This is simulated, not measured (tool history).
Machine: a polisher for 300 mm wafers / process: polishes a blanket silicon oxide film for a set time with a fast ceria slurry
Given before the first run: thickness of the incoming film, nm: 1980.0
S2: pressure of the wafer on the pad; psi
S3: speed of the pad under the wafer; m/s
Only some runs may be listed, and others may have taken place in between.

Run 1, hour 0.0: flow of slurry (ml/min) 175, S2 2.5 psi, S3 0.84 m/s, polishing time (s) 37. Result: film removed (nm) 364.50.
Run 2, hour 3.7: flow of slurry (ml/min) 175, S2 2.3 psi, S3 0.84 m/s, polishing time (s) 37. Result: film removed (nm) 349.94.
Run 3, hour 7.5: flow of slurry (ml/min) 175, S2 2.3 psi, S3 0.76 m/s, polishing time (s) 37. Result: film removed (nm) 316.78.
Run 4, hour 14.9: flow of slurry (ml/min) 175, S2 2.3 psi, S3 0.76 m/s, polishing time (s) 34. Result: film removed (nm) 288.79.
Run 5, hour 22.1: flow of slurry (ml/min) 205, S2 2.3 psi, S3 0.76 m/s, polishing time (s) 34. Result: film removed (nm) 292.20.
At hour 26.8: head pressure recalibrated.
Run 6, hour 26.8: flow of slurry (ml/min) 205, S2 2.3 psi, S3 0.76 m/s, polishing time (s) 37. Result: film removed (nm) 352.56.
Run 7, hour 27.8: flow of slurry (ml/min) 215, S2 2.4 psi, S3 0.76 m/s, polishing time (s) 37. Result: film removed (nm) 358.41.
Run 8, hour 28.5: flow of slurry (ml/min) 220, S2 2.5 psi, S3 0.76 m/s, polishing time (s) 37. Result: film removed (nm) 375.90.
Run 9, hour 32.5: flow of slurry (ml/min) 225, S2 2.6 psi, S3 0.76 m/s, polishing time (s) 37. Result: film removed (nm) 400.53.
Run 10, hour 36.3: flow of slurry (ml/min) 230, S2 2.7 psi, S3 0.76 m/s, polishing time (s) 37. Result: film removed (nm) 412.61.
Run 11, hour 41.3: flow of slurry (ml/min) 235, S2 2.8 psi, S3 0.76 m/s, polishing time (s) 37. Result: film removed (nm) 424.66.

Run 12 comes next. What will it give?
Run 12, hour 48.1: flow of slurry (ml/min) 240, S2 2.9 psi, S3 0.76 m/s, polishing time (s) 37. Result: film removed (nm) ?.

film removed (nm): 434.89
